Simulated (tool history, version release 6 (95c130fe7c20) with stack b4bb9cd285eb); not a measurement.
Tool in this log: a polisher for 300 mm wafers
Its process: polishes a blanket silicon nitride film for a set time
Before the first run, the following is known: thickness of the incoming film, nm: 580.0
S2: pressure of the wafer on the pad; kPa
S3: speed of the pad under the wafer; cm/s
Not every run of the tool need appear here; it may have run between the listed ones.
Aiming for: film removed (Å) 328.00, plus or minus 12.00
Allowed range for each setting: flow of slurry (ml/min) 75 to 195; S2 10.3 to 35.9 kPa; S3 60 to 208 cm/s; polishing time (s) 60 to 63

Run 1, hour 0.0: flow of slurry (ml/min) 125, S2 22.8 kPa, S3 134 cm/s, polishing time (s) 60. Result: film removed (Å) 1035.40.
Run 2, hour 6.9: flow of slurry (ml/min) 110, S2 18.6 kPa, S3 110 cm/s, polishing time (s) 60. Result: film removed (Å) 699.35.
Run 3, hour 9.7: flow of slurry (ml/min) 100, S2 15.9 kPa, S3 94 cm/s, polishing time (s) 60. Result: film removed (Å) 517.96.
Run 4, hour 11.2: flow of slurry (ml/min) 95, S2 13.8 kPa, S3 88 cm/s, polishing time (s) 60. Result: film removed (Å) 420.91.
Run 5, hour 16.8: flow of slurry (ml/min) 90, S2 12.4 kPa, S3 88 cm/s, polishing time (s) 60. Result: film removed (Å) 375.08.
Run 6, hour 22.1: flow of slurry (ml/min) 90, S2 12.4 kPa, S3 60 cm/s, polishing time (s) 60. Result: film removed (Å) 276.03.
Run 7, hour 23.8: flow of slurry (ml/min) 125, S2 15.2 kPa, S3 60 cm/s, polishing time (s) 60. Result: film removed (Å) 364.00.
Run 8, hour 28.2: flow of slurry (ml/min) 115, S2 15.2 kPa, S3 60 cm/s, polishing time (s) 60. Result: film removed (Å) 355.56.
Run 9, hour 32.0: flow of slurry (ml/min) 110, S2 15.2 kPa, S3 60 cm/s, polishing time (s) 60. Result: film removed (Å) 351.77.
Run 10, hour 39.8: flow of slurry (ml/min) 105, S2 15.2 kPa, S3 60 cm/s, polishing time (s) 60. Result: film removed (Å) 348.04.
Run 11, hour 47.8: flow of slurry (ml/min) 100, S2 15.2 kPa, S3 60 cm/s, polishing time (s) 60. Result: film removed (Å) 352.01.

Next run, 5 choices. One meets every target within its allowed miss, the rest don't. Which?
Run A, hour 55.8: flow of slurry (ml/min) 115, S2 13.8 kPa, S3 60 cm/s, polishing time (s) 60. Result: film removed (Å) ?.
Run B, hour 55.8: flow of slurry (ml/min) 115, S2 11.7 kPa, S3 60 cm/s, polishing time (s) 63. Result: film removed (Å) ?.
Run C, hour 55.8: flow of slurry (ml/min) 95, S2 16.5 kPa, S3 60 cm/s, polishing time (s) 60. Result: film removed (Å) ?.
Run D, hour 55.8: flow of slurry (ml/min) 105, S2 14.5 kPa, S3 68 cm/s, polishing time (s) 62. Result: film removed (Å) ?.
Run E, hour 55.8: flow of slurry (ml/min) 75, S2 15.2 kPa, S3 68 cm/s, polishing time (s) 63. Result: film removed (Å) ?.

move  film removed (Å)
   A            332.07
   B            298.91
   C            375.59
   D            388.28
   E            370.35
A: in spec on every target
B: takes the biggest miss from the last run beyond its target
C: moves away from the targets compared with the last run
D: moves away from the targets compared with the last run
E: moves away from the targets compared with the last run
A is the move that brings every result within its allowed miss.
